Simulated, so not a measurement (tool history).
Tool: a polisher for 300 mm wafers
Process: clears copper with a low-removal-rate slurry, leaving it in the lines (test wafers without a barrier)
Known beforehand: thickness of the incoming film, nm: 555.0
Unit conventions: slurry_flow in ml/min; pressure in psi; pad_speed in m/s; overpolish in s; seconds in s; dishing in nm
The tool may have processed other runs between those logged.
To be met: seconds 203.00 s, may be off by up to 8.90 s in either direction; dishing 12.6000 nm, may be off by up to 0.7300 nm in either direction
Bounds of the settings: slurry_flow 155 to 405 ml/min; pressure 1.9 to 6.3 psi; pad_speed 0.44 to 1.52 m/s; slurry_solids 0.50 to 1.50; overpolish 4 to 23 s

| run | hour | slurry_flow | pressure | pad_speed | slurry_solids | overpolish | seconds | dishing |
|---|---|---|---|---|---|---|---|---|
| 1 | 0.0 | 260 | 4.1 | 0.98 | 1.00 | 12 | 143.00 | 28.6260 |
| 2 | 3.1 | 260 | 3.9 | 0.98 | 1.00 | 11 | 150.57 | 26.1970 |
| 3 | 12.0 | 260 | 3.8 | 0.98 | 1.00 | 10 | 150.81 | 24.3350 |
| 4 | 20.6 | 260 | 4.5 | 0.98 | 1.00 | 10 | 135.09 | 27.3930 |
| 5 | 26.9 | 320 | 4.5 | 0.98 | 1.00 | 10 | 127.10 | 28.1970 |
| 6 | 34.2 | 350 | 4.5 | 0.98 | 1.00 | 10 | 127.47 | 27.3530 |
| 7 | 39.8 | 355 | 4.3 | 0.98 | 1.00 | 9 | 135.40 | 24.4580 |
| 8 | 43.4 | 355 | 4.1 | 0.98 | 1.00 | 8 | 140.85 | 22.4290 |
| 9 | 49.3 | 360 | 3.9 | 0.98 | 1.00 | 8 | 149.04 | 21.1890 |
| 10 | 54.8 | 360 | 3.8 | 0.98 | 1.00 | 8 | 151.55 | 20.5620 |
| 11 | 57.3 | 360 | 2.7 | 0.98 | 1.00 | 4 | 206.91 | 8.2039 |
| 12 | 58.6 | 360 | 2.7 | 0.96 | 1.00 | 4 | 211.05 | 8.4891 |
| 13 | 66.1 | 365 | 3.0 | 0.92 | 1.05 | 10 | 200.18 | 20.0560 |
| 14 | 70.4 | 360 | 3.0 | 0.92 | 1.00 | 10 | 201.59 | 19.6100 |
| 15 | 72.8 | 355 | 3.0 | 0.92 | 1.00 | 10 | 196.79 | 19.3520 |
| 16 | 75.1 | 350 | 3.0 | 0.92 | 1.00 | 10 | 196.99 | 19.5000 |
| 17 | 83.1 | 345 | 3.0 | 0.92 | 1.00 | 10 | 201.17 | 19.6170 |
| 18 | 86.9 | 340 | 3.0 | 0.92 | 1.00 | 10 | 201.19 | 19.8870 |
| 19 | 93.1 | 405 | 2.5 | 0.98 | 1.00 | 4 | 222.65 | 8.0512 |
| 20 | 96.6 | 405 | 2.6 | 0.98 | 1.00 | 4 | 213.27 | 8.5740 |
| 21 | 99.1 | 405 | 2.9 | 0.92 | 1.05 | 5 | 202.50 | 10.5730 |

Exercise: of the 4 proposed moves below, exactly one satisfies all targets within the stated allowed misses. Which move is it?
| A | 101.6 | 400 | 2.4 | 1.02 | 0.85 | 8 | ? | ? |
| B | 101.6 | 405 | 3.3 | 0.68 | 1.35 | 7 | ? | ? |
| C | 101.6 | 300 | 4.5 | 0.60 | 1.05 | 6 | ? | ? |
| D | 101.6 | 400 | 2.9 | 0.94 | 1.10 | 4 | ? | ? |

| move | seconds | dishing |
|---|---|---|
| A | 227.19 | 14.6840 |
| B | 232.57 | 12.9240 |
| C | 207.13 | 12.5640 |
| D | 198.68 | 8.9841 |
A: pushes the last run's worst result past its target
B: meets the target for the result that was furthest off, but another lies outside its allowed miss
C: every result within its allowed miss
D: moves away from the targets compared with the last run
Correct choice: C, which meets every target

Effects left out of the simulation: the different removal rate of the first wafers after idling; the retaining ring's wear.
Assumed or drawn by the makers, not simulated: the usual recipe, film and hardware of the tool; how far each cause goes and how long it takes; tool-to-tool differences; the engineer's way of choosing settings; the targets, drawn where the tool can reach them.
